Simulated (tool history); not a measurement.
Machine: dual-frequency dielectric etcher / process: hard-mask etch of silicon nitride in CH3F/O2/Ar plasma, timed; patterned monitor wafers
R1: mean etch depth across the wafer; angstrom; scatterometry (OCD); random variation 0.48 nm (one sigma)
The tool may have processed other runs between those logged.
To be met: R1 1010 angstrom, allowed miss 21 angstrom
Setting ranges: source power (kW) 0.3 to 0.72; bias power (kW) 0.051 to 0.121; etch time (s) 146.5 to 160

run 1 hour=0 | source_power_(kW)=0.51 bias_power_(kW)=0.086 etch_time_(s)=160 | R1=1190.3
run 2 hour=7.9 | source_power_(kW)=0.51 bias_power_(kW)=0.095 etch_time_(s)=160 | R1=1241.3
run 3 hour=15.2 | source_power_(kW)=0.58 bias_power_(kW)=0.095 etch_time_(s)=160 | R1=1284.8
run 4 hour=15.8 | source_power_(kW)=0.58 bias_power_(kW)=0.095 etch_time_(s)=160 | R1=1289.2
run 5 hour=22.1 | source_power_(kW)=0.56 bias_power_(kW)=0.092 etch_time_(s)=159.5 | R1=1255
run 6 hour=30 | source_power_(kW)=0.56 bias_power_(kW)=0.101 etch_time_(s)=159.5 | R1=1294.3
run 7 hour=37.1 | source_power_(kW)=0.54 bias_power_(kW)=0.098 etch_time_(s)=158.5 | R1=1274.3
run 8 hour=41 | source_power_(kW)=0.52 bias_power_(kW)=0.095 etch_time_(s)=158 | R1=1230.8
run 9 hour=42.6 | source_power_(kW)=0.5 bias_power_(kW)=0.093 etch_time_(s)=157.5 | R1=1217.1
run 10 hour=48.3 | source_power_(kW)=0.49 bias_power_(kW)=0.09 etch_time_(s)=157 | R1=1176
run 11 hour=54.7 | source_power_(kW)=0.49 bias_power_(kW)=0.09 etch_time_(s)=157 | R1=1192.6
run 12 hour=57.4 | source_power_(kW)=0.48 bias_power_(kW)=0.088 etch_time_(s)=156.5 | R1=1160.9
run 13 hour=62.3 | source_power_(kW)=0.47 bias_power_(kW)=0.087 etch_time_(s)=156.5 | R1=1147
run 14 hour=64.6 | source_power_(kW)=0.37 bias_power_(kW)=0.081 etch_time_(s)=155.5 | R1=1043

4 candidate next runs follow, results not yet known. Just one meets every target within its allowed miss. Identify it.
run A hour=66.9 | source_power_(kW)=0.36 bias_power_(kW)=0.085 etch_time_(s)=149.5 | R1=?
run B hour=66.9 | source_power_(kW)=0.39 bias_power_(kW)=0.087 etch_time_(s)=156.5 | R1=?
run C hour=66.9 | source_power_(kW)=0.42 bias_power_(kW)=0.077 etch_time_(s)=156.5 | R1=?
run D hour=66.9 | source_power_(kW)=0.42 bias_power_(kW)=0.093 etch_time_(s)=151 | R1=?

move=A R1=1014.3
move=B R1=1093.4
move=C R1=1063.7
move=D R1=1103.8
A: all results land within tolerance of their targets
B: its largest miss is bigger than the last run's
C: its largest miss is bigger than the last run's
D: its largest miss is bigger than the last run's
Answer: A

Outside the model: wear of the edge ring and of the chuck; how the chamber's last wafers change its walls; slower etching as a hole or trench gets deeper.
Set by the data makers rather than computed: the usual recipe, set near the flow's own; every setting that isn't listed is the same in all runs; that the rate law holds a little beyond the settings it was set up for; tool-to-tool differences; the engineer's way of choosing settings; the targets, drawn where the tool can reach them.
